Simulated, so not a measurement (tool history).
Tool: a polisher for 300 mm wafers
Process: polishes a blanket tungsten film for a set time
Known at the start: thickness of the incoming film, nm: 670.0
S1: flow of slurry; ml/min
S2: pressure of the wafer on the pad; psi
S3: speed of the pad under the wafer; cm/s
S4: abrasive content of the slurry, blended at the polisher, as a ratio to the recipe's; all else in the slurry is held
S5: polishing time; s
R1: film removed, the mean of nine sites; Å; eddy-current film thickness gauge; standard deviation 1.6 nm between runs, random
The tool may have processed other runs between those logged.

run  hour   S1   S2   S3   S4  S5      R1
  1   0.0  285  3.8  100  1.0  62  2719.2
  2   8.5  330  3.8  100  1.0  62  2730.0
  3  15.3  330  3.5   98  1.0  62  2563.0
  4  19.1  285  3.5   98  1.0  62  2519.1
  5  23.6  285  3.5   98  0.9  62  2472.1
  6  29.2  285  3.5  116  0.9  62  2905.9
  7  32.5  285  3.2  112  0.9  62  2569.9
  8  40.0  285  3.0  110  0.9  62  2484.3
  9  45.9  285  2.8  106  0.9  62  2274.0

Forecast run 10:
 10  52.3  285  2.6  102  0.9  62   ?

Logged for run 10: R1 2080.5 Å.
